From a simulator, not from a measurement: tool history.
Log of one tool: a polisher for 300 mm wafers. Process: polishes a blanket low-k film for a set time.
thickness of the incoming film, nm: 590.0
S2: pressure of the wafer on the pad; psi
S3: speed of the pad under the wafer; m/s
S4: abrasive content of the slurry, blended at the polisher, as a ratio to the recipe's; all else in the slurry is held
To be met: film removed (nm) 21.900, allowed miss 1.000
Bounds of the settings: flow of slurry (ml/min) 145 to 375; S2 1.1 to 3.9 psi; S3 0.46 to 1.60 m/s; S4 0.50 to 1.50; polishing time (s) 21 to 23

Run 1, hour 0.0: flow of slurry (ml/min) 240, S2 2.5 psi, S3 1.02 m/s, S4 1.00, polishing time (s) 23. Result: film removed (nm) 12.129.
Run 2, hour 8.2: flow of slurry (ml/min) 240, S2 2.5 psi, S3 1.02 m/s, S4 0.80, polishing time (s) 23. Result: film removed (nm) 10.483.
Run 3, hour 11.9: flow of slurry (ml/min) 240, S2 2.7 psi, S3 1.06 m/s, S4 0.80, polishing time (s) 23. Result: film removed (nm) 11.546.
Run 4, hour 13.5: flow of slurry (ml/min) 240, S2 2.7 psi, S3 1.06 m/s, S4 0.80, polishing time (s) 23. Result: film removed (nm) 11.473.
Run 5, hour 17.8: flow of slurry (ml/min) 240, S2 2.9 psi, S3 1.10 m/s, S4 0.80, polishing time (s) 23. Result: film removed (nm) 12.502.
Run 6, hour 25.5: flow of slurry (ml/min) 240, S2 3.2 psi, S3 1.10 m/s, S4 0.80, polishing time (s) 23. Result: film removed (nm) 13.655.
Run 7, hour 32.2: flow of slurry (ml/min) 240, S2 3.2 psi, S3 1.10 m/s, S4 0.80, polishing time (s) 23. Result: film removed (nm) 13.746.
Run 8, hour 38.4: flow of slurry (ml/min) 240, S2 3.3 psi, S3 1.14 m/s, S4 0.80, polishing time (s) 23. Result: film removed (nm) 15.019.
Run 9, hour 43.2: flow of slurry (ml/min) 240, S2 3.4 psi, S3 1.16 m/s, S4 0.80, polishing time (s) 23. Result: film removed (nm) 15.056.
Run 10, hour 46.1: flow of slurry (ml/min) 240, S2 3.5 psi, S3 1.20 m/s, S4 0.80, polishing time (s) 23. Result: film removed (nm) 15.871.
Run 11, hour 50.7: flow of slurry (ml/min) 240, S2 3.6 psi, S3 1.24 m/s, S4 0.80, polishing time (s) 23. Result: film removed (nm) 16.179.
Run 12, hour 56.8: flow of slurry (ml/min) 240, S2 3.6 psi, S3 1.28 m/s, S4 0.85, polishing time (s) 23. Result: film removed (nm) 17.789.
Run 13, hour 63.9: flow of slurry (ml/min) 240, S2 3.6 psi, S3 1.30 m/s, S4 0.85, polishing time (s) 23. Result: film removed (nm) 18.406.

Which of these 5 next moves meets every target?
Run A, hour 71.0: flow of slurry (ml/min) 305, S2 3.6 psi, S3 1.50 m/s, S4 1.05, polishing time (s) 23. Result: film removed (nm) ?.
Run B, hour 71.0: flow of slurry (ml/min) 240, S2 3.2 psi, S3 1.40 m/s, S4 0.85, polishing time (s) 21. Result: film removed (nm) ?.
Run C, hour 71.0: flow of slurry (ml/min) 235, S2 3.8 psi, S3 1.42 m/s, S4 1.05, polishing time (s) 23. Result: film removed (nm) ?.
Run D, hour 71.0: flow of slurry (ml/min) 250, S2 3.8 psi, S3 1.54 m/s, S4 0.90, polishing time (s) 22. Result: film removed (nm) ?.
Run E, hour 71.0: flow of slurry (ml/min) 310, S2 3.9 psi, S3 1.54 m/s, S4 0.70, polishing time (s) 23. Result: film removed (nm) ?.

move  film removed (nm)
   A             24.071
   B             15.613
   C             23.768
   D             21.725
   E             18.844
A: takes the result that was furthest off past its target
B: further off than the last run
C: takes the result that was furthest off past its target
D: meets every target
E: nearer than the last run, and not there yet
The right move is D.

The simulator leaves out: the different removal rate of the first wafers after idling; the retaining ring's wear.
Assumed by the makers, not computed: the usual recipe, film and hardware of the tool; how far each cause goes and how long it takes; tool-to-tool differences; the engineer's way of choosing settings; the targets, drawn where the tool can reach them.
